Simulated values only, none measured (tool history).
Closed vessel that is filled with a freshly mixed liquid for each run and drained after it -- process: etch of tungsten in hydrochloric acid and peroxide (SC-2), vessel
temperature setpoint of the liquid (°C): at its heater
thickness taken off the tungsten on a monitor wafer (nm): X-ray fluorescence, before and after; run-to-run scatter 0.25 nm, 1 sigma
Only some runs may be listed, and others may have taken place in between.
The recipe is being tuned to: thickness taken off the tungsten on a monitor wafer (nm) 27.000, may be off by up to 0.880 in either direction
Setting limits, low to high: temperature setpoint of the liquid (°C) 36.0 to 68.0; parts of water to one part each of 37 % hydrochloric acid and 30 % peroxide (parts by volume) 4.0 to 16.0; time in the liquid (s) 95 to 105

run    day  temperature setpoint of the liquid (°C)  parts of water to one part each of 37 % hydrochloric acid and 30 % peroxide (parts by volume)  time in the liquid (s)  thickness taken off the tungsten on a monitor wafer (nm)
  1  0.000                                     52.0                                                                                            9.0                      95                                                    31.563
  2  0.283                                     52.0                                                                                            7.0                      95                                                    38.765
  3  0.508                                     52.0                                                                                            4.5                      95                                                    53.360
  4  0.558                                     52.0                                                                                            4.0                      95                                                    58.413
  5  0.771                                     48.5                                                                                            4.0                      95                                                    45.920
  6  0.962                                     48.5                                                                                            4.0                      95                                                    45.704
  7  1.200                                     46.0                                                                                            4.0                      95                                                    38.956
  8  1.475                                     44.5                                                                                            4.0                      95                                                    34.558
  9  1.575                                     43.5                                                                                            4.0                      95                                                    32.441
 10  1.925                                     42.5                                                                                            4.0                      95                                                    30.453
 11  2.025                                     42.5                                                                                            4.0                      95                                                    29.942
 12  2.225                                     42.0                                                                                            4.0                      95                                                    29.391
 13  2.454                                     41.5                                                                                            4.0                      95                                                    28.662

5 candidate next runs follow, results not yet known. Just one meets every target within its allowed miss. Identify it.
  A  2.683                                     40.5                                                                                            4.0                     105                                                         ?
  B  2.683                                     41.0                                                                                            4.0                     100                                                         ?
  C  2.683                                     39.5                                                                                            4.0                     105                                                         ?
  D  2.683                                     42.0                                                                                            4.0                      95                                                         ?
  E  2.683                                     39.5                                                                                            4.0                      95                                                         ?

move  thickness taken off the tungsten on a monitor wafer (nm)
   A                                                    29.199
   B                                                    28.809
   C                                                    27.198
   D                                                    29.362
   E                                                    24.607
A: the biggest miss grows against the last run
B: the biggest miss grows against the last run
C: in spec on every target
D: the biggest miss grows against the last run
E: moves the result that the last run missed by most past its target, out the other side
C meets every target.
